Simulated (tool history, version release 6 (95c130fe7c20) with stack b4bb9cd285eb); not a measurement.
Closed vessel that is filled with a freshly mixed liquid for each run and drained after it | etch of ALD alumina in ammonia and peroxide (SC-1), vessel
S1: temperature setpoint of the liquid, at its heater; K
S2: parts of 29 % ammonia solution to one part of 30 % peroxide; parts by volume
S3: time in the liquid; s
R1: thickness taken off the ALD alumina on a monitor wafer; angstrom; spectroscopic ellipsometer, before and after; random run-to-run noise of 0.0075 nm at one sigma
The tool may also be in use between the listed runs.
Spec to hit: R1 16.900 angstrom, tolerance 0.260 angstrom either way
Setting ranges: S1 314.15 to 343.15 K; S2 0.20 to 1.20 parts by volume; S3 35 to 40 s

run 1 hour=0.0 | S1=330.15 S2=0.75 S3=40 | R1=31.088
run 2 hour=4.5 | S1=330.15 S2=0.50 S3=40 | R1=29.806
run 3 hour=6.3 | S1=330.15 S2=0.50 S3=40 | R1=30.055
run 4 hour=10.0 | S1=330.15 S2=0.50 S3=35 | R1=26.226
run 5 hour=18.8 | S1=330.15 S2=0.25 S3=35 | R1=24.720
run 6 hour=24.5 | S1=330.15 S2=0.25 S3=35 | R1=24.456
run 7 hour=30.2 | S1=328.15 S2=0.25 S3=35 | R1=22.026
run 8 hour=35.1 | S1=326.65 S2=0.25 S3=35 | R1=20.442
run 9 hour=43.8 | S1=325.65 S2=0.25 S3=35 | R1=19.514
run 10 hour=48.1 | S1=324.65 S2=0.25 S3=35 | R1=18.210
run 11 hour=55.0 | S1=324.15 S2=0.25 S3=35 | R1=17.901
run 12 hour=63.8 | S1=323.65 S2=0.25 S3=35 | R1=17.369

Exercise: of the 4 proposed moves below, exactly one satisfies all targets within the stated allowed misses. Which move is it?
run A hour=72.6 | S1=321.15 S2=0.35 S3=40 | R1=?
run B hour=72.6 | S1=323.65 S2=0.20 S3=35 | R1=?
run C hour=72.6 | S1=323.15 S2=0.20 S3=35 | R1=?
run D hour=72.6 | S1=322.65 S2=0.55 S3=35 | R1=?

move=A R1=17.767
move=B R1=16.925
move=C R1=16.466
move=D R1=17.639
A: further off than the last run
B: in spec on every target
C: moves the result that the last run missed by most past its target, out the other side
D: further off than the last run
Move B is the one to make.
